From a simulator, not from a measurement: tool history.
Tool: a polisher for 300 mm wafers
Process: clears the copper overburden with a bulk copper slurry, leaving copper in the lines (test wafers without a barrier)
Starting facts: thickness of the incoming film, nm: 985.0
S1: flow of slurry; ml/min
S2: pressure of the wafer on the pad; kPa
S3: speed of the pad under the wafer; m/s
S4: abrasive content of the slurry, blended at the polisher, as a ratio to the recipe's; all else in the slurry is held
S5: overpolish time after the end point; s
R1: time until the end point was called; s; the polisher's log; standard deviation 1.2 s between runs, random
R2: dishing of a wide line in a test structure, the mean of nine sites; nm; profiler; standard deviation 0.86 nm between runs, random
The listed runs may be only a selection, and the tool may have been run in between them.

| run | hour | S1 | S2 | S3 | S4 | S5 | R1 | R2 |
|---|---|---|---|---|---|---|---|---|
| 1 | 0.0 | 155 | 20.7 | 1.02 | 1.0 | 26 | 116.24 | 48.165 |
| 2 | 3.4 | 155 | 22.1 | 1.02 | 1.0 | 26 | 108.65 | 49.345 |
| 3 | 7.0 | 155 | 17.9 | 1.02 | 1.0 | 26 | 131.75 | 47.483 |
| 4 | 8.3 | 155 | 13.8 | 1.02 | 1.0 | 26 | 163.07 | 45.604 |
| 5 | 15.3 | 155 | 17.2 | 1.02 | 1.0 | 26 | 136.19 | 46.890 |
| 6 | 16.9 | 155 | 17.2 | 1.22 | 1.0 | 26 | 112.91 | 47.571 |

Run 7, settings as shown, results not yet in. Your forecast:
| 7 | 17.9 | 155 | 18.6 | 1.22 | 1.0 | 29 | ? | ? |

R1: 108.29 s
R2: 48.359 nm

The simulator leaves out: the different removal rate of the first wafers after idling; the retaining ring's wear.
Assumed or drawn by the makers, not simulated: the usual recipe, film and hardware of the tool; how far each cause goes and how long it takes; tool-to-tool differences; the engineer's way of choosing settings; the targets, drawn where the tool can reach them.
